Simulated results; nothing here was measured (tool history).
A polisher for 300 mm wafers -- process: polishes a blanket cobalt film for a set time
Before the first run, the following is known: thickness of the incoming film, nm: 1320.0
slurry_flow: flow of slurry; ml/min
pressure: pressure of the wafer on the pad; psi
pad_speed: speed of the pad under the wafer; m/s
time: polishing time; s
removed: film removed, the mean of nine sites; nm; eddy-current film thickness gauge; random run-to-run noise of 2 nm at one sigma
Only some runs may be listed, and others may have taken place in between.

| run | hour | slurry_flow | pressure | pad_speed | time | removed |
|---|---|---|---|---|---|---|
| 1 | 0 | 215 | 1.7 | 0.94 | 99 | 330.67 |
| 2 | 2.9 | 215 | 1.5 | 0.94 | 99 | 306.39 |
| 3 | 5.6 | 215 | 1.9 | 0.94 | 99 | 358.53 |
| 4 | 10.7 | 215 | 1.6 | 0.94 | 99 | 319.22 |
| 5 | 11.6 | 215 | 1.6 | 0.94 | 104 | 332.69 |
| 6 | 19 | 215 | 1.9 | 0.94 | 104 | 378.91 |

Forecast run 7:
| 7 | 27.5 | 210 | 1.4 | 0.82 | 104 | ? |

Run 7 produced removed 259.3 nm.

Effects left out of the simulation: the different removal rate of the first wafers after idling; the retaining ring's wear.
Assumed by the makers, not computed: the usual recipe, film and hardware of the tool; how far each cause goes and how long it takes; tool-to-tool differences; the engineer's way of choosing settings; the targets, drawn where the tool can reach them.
